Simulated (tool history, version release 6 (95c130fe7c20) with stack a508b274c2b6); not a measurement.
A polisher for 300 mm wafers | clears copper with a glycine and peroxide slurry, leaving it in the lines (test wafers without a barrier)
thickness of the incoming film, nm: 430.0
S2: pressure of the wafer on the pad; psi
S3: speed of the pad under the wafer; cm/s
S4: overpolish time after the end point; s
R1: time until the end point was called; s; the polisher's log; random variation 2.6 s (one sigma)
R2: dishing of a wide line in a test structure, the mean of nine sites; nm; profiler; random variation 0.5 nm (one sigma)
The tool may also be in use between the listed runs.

{"run": 1, "hour": 0.0, "flow of slurry (ml/min)": 165, "S2": 2.3, "S3": 80, "S4": 12, "R1": 99.385, "R2": 35.178}
{"run": 2, "hour": 1.0, "flow of slurry (ml/min)": 165, "S2": 2.3, "S3": 70, "S4": 12, "R1": 114.13, "R2": 32.162}
{"run": 3, "hour": 7.9, "flow of slurry (ml/min)": 165, "S2": 2.1, "S3": 70, "S4": 12, "R1": 116.89, "R2": 30.831}
{"run": 4, "hour": 11.8, "flow of slurry (ml/min)": 145, "S2": 2.1, "S3": 70, "S4": 12, "R1": 119.34, "R2": 31.159}
{"run": 5, "hour": 17.6, "flow of slurry (ml/min)": 145, "S2": 2.1, "S3": 70, "S4": 8, "R1": 117.45, "R2": 21.395}
{"run": 6, "hour": 25.2, "flow of slurry (ml/min)": 145, "S2": 2.1, "S3": 70, "S4": 6, "R1": 116.99, "R2": 15.95}
{"run": 7, "hour": 27.6, "flow of slurry (ml/min)": 145, "S2": 2, "S3": 68, "S4": 7, "R1": 122.35, "R2": 17.713}

Run 8 comes next. What will it give?
{"run": 8, "hour": 31.0, "flow of slurry (ml/min)": 145, "S2": 1.9, "S3": 66, "S4": 8, "R1": "?", "R2": "?"}

Run 8 gave R1 128.86 s, R2 19.564 nm.
